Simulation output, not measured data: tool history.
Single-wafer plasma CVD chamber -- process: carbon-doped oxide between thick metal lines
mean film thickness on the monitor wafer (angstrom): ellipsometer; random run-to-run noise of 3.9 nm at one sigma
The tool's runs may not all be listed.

run,day,heater temperature setpoint (K),chamber pressure (Pa),RF power (W),deposition time (s),mean film thickness on the monitor wafer (angstrom)
1,0.000,648.15,535,510,188,8095.4
2,0.179,642.15,535,510,188,8168.2
3,0.375,636.15,535,510,188,8303.8
4,0.483,637.15,512,490,188,8022.8
5,0.679,637.15,512,490,188,8007.4
6,0.750,638.15,491,475,188,7793.4
7,0.829,639.15,472,465,188,7559.7
8,1.112,640.15,459,460,188,7582.2

For run 9, what comes out?
9,1.229,640.15,452,450,188,?

{"run 9": {"mean film thickness on the monitor wafer (angstrom)": 7390.1}}
